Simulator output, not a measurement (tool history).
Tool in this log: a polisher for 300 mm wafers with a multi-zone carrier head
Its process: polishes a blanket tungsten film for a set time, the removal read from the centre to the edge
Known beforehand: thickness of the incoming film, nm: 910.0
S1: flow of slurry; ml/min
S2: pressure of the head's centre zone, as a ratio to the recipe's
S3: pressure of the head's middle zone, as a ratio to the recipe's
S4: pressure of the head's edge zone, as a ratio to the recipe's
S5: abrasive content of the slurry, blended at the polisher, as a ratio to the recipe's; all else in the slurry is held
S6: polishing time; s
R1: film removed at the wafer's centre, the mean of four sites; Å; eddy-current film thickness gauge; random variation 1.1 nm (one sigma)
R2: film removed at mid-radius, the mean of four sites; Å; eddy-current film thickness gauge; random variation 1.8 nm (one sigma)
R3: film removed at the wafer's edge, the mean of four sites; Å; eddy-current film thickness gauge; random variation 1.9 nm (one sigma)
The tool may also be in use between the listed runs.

{"run": 1, "hour": 0.0, "S1": 300, "S2": 1, "S3": 1, "S4": 1, "S5": 1, "S6": 52, "R1": 2519, "R2": 2524.6, "R3": 2573.3}
{"run": 2, "hour": 5.4, "S1": 300, "S2": 1.05, "S3": 1, "S4": 1, "S5": 1, "S6": 52, "R1": 2616.1, "R2": 2532, "R3": 2561.2}
{"run": 3, "hour": 13.1, "S1": 300, "S2": 1, "S3": 1, "S4": 1, "S5": 1, "S6": 52, "R1": 2529.9, "R2": 2517.8, "R3": 2539.3}
{"run": 4, "hour": 16.0, "S1": 300, "S2": 1, "S3": 1, "S4": 1, "S5": 1.1, "S6": 52, "R1": 2552.5, "R2": 2548, "R3": 2606.1}
{"run": 5, "hour": 20.8, "S1": 300, "S2": 1, "S3": 1.03, "S4": 1, "S5": 1.1, "S6": 52, "R1": 2561, "R2": 2613.1, "R3": 2581.4}
{"run": 6, "hour": 25.1, "S1": 300, "S2": 1, "S3": 1.03, "S4": 1.04, "S5": 1.1, "S6": 52, "R1": 2601.3, "R2": 2657.4, "R3": 2672.4}

For run 7, what comes out?
{"run": 7, "hour": 27.2, "S1": 280, "S2": 0.94, "S3": 1.03, "S4": 1, "S5": 0.9, "S6": 51, "R1": "?", "R2": "?", "R3": "?"}

{"run 7": {"R1": 2270.4, "R2": 2474, "R3": 2437.3}}

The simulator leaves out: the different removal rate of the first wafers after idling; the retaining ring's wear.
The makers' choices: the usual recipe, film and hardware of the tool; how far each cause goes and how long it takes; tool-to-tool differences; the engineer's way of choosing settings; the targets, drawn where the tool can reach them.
